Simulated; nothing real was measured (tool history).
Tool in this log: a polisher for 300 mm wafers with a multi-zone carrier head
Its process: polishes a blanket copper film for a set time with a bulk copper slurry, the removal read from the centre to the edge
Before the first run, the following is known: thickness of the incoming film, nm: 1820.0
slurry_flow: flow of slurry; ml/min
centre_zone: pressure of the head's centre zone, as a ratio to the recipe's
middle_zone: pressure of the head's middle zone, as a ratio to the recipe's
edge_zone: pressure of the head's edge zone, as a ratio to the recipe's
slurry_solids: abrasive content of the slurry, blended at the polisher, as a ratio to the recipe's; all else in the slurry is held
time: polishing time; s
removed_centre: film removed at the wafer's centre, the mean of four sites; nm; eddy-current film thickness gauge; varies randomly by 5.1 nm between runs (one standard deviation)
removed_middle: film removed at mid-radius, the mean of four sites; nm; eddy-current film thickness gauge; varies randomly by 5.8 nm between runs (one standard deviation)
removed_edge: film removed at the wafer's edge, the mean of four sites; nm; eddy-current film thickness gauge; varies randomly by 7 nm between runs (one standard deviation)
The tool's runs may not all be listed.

{"run": 1, "hour": 0.0, "slurry_flow": 235, "centre_zone": 1, "middle_zone": 1, "edge_zone": 1, "slurry_solids": 1, "time": 62, "removed_centre": 636.06, "removed_middle": 642.65, "removed_edge": 639.2}
{"run": 2, "hour": 6.2, "slurry_flow": 235, "centre_zone": 1, "middle_zone": 1, "edge_zone": 1, "slurry_solids": 1, "time": 54, "removed_centre": 550.5, "removed_middle": 556.47, "removed_edge": 549.5}
{"run": 3, "hour": 13.2, "slurry_flow": 235, "centre_zone": 1, "middle_zone": 1.07, "edge_zone": 1, "slurry_solids": 1, "time": 54, "removed_centre": 557.23, "removed_middle": 586.29, "removed_edge": 552.27}
{"run": 4, "hour": 19.6, "slurry_flow": 235, "centre_zone": 1, "middle_zone": 1.07, "edge_zone": 0.94, "slurry_solids": 1, "time": 54, "removed_centre": 541.13, "removed_middle": 583.5, "removed_edge": 545.06}
{"run": 5, "hour": 23.2, "slurry_flow": 290, "centre_zone": 1, "middle_zone": 1.07, "edge_zone": 0.94, "slurry_solids": 1, "time": 54, "removed_centre": 558.7, "removed_middle": 587.82, "removed_edge": 541.85}
{"run": 6, "hour": 31.0, "slurry_flow": 290, "centre_zone": 1, "middle_zone": 1.07, "edge_zone": 0.94, "slurry_solids": 1, "time": 45, "removed_centre": 464.5, "removed_middle": 485.39, "removed_edge": 459.91}
{"run": 7, "hour": 34.3, "slurry_flow": 280, "centre_zone": 0.99, "middle_zone": 1, "edge_zone": 1.01, "slurry_solids": 1.15, "time": 52, "removed_centre": 547.68, "removed_middle": 547.17, "removed_edge": 561.03}
{"run": 8, "hour": 35.2, "slurry_flow": 285, "centre_zone": 1, "middle_zone": 0.97, "edge_zone": 1.05, "slurry_solids": 1.25, "time": 56, "removed_centre": 614.04, "removed_middle": 592.41, "removed_edge": 612.97}

Expected results for the next run?
{"hour": 43.4, "done": "worn pad replaced by a new one"}
{"run": 9, "hour": 43.4, "slurry_flow": 290, "centre_zone": 0.99, "middle_zone": 0.92, "edge_zone": 1.09, "slurry_solids": 1.3, "time": 60, "removed_centre": "?", "removed_middle": "?", "removed_edge": "?"}

{"run 9": {"removed_centre": 724.33, "removed_middle": 697.98, "removed_edge": 768.21}}
